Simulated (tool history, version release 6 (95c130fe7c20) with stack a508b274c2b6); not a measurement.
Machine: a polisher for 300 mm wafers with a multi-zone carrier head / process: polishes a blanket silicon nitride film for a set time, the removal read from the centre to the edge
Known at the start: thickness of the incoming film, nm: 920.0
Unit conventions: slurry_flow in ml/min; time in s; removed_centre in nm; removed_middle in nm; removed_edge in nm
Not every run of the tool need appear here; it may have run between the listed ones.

run	hour	slurry_flow	centre_zone	middle_zone	edge_zone	time	removed_centre	removed_middle	removed_edge
1	0	195	1	1	1	60	112.11	108.14	109.43
2	4.1	195	1	1	1.07	60	110.89	108.73	111.52
3	8.4	185	0.97	0.99	1.04	53	95.014	96.941	96.641
4	10.3	175	0.94	0.95	1.03	49	83.43	84.788	89.383
5	17.2	170	0.92	0.94	1	46	77.547	77.909	81.936
6	18.3	170	0.92	0.86	1	46	77.328	70.722	83.009
7	25.7	160	0.89	0.87	0.97	45	72.482	70.995	79.504
8	32.7	155	0.87	0.87	0.94	44	69.11	68.729	76.206
9	35.5	150	0.86	0.87	0.91	44	68.549	68.86	74.326
10	41.8	145	0.85	0.87	0.9	43	64.628	67.026	71.769
11	43.4	140	0.85	0.87	0.89	43	64.55	66.262	71.865
12	52.3	135	0.85	0.87	0.87	43	64.947	67.683	70.9

Run 13 is up next; what results do you expect?
13	57.6	135	0.84	0.86	0.86	43	?	?	?

{"run 13": {"removed_centre": 64.479, "removed_middle": 65.231, "removed_edge": 69.777}}
